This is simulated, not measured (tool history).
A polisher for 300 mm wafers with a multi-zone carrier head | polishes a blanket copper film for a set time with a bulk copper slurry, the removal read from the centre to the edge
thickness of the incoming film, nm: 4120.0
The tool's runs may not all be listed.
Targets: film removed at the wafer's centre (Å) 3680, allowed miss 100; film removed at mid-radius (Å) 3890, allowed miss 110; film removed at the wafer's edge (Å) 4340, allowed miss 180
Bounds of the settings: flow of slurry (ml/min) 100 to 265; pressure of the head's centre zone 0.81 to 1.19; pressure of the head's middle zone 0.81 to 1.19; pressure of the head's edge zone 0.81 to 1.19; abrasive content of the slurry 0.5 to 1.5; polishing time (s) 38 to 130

run,hour,flow of slurry (ml/min),pressure of the head's centre zone,pressure of the head's middle zone,pressure of the head's edge zone,abrasive content of the slurry,polishing time (s),film removed at the wafer's centre (Å),film removed at mid-radius (Å),film removed at the wafer's edge (Å)
1,0,170,1,1,1,1,84,6872.3,6954.7,7256.1
2,6.1,160,0.97,0.97,0.97,0.9,78,6031.6,6040.3,6431
3,10.1,130,0.97,0.97,0.97,0.9,78,5798.4,5831,6235.2
4,12.5,125,0.94,0.96,0.95,0.8,74,5013.8,5243.2,5667.7
5,16.3,125,0.94,0.96,0.95,0.9,74,5278.8,5448.1,5863.8
6,20.5,125,0.94,0.96,0.89,0.9,74,5318.2,5388.5,5668.4
7,23.3,120,0.92,0.94,0.88,0.8,72,4733.8,4948.3,5309.4
8,24.9,120,0.92,0.93,0.87,0.75,71,4708.2,4793.7,5133.8
9,29.4,120,0.9,0.92,0.86,0.7,70,4390.6,4539.1,4901.2
10,32.1,120,0.89,0.91,0.85,0.65,70,4262.7,4474.9,4774.8
11,39,120,0.88,0.89,0.84,0.6,70,4122.8,4311.7,4652.3
12,41.7,120,0.87,0.88,0.83,0.6,70,4067.6,4230.2,4678.1
13,48.5,120,0.86,0.88,0.83,0.6,70,4002.7,4214.6,4564.9
14,50.6,120,0.85,0.87,0.83,0.6,70,3960.5,4187.2,4703

5 next moves are on the table. One of them brings every result within its allowed miss. Which?
A,52.7,175,0.87,0.82,0.81,0.7,64,?,?,?
B,52.7,140,0.94,0.81,0.88,0.6,64,?,?,?
C,52.7,115,1.01,0.85,0.81,0.65,63,?,?,?
D,52.7,110,0.86,0.89,0.85,0.65,64,?,?,?
E,52.7,135,0.84,0.92,0.81,0.6,64,?,?,?

move,film removed at the wafer's centre (Å),film removed at mid-radius (Å),film removed at the wafer's edge (Å)
A,4176,4089.1,4643.9
B,4139.6,3728.1,4485.3
C,4297.4,3762.6,4240.1
D,3673.8,3936.1,4369
E,3670.8,4115.8,4296.2
A: further off than the last run
B: further off than the last run
C: further off than the last run
D: meets every target
E: brings the result that was furthest off to its target, and leaves another outside
Answer: D
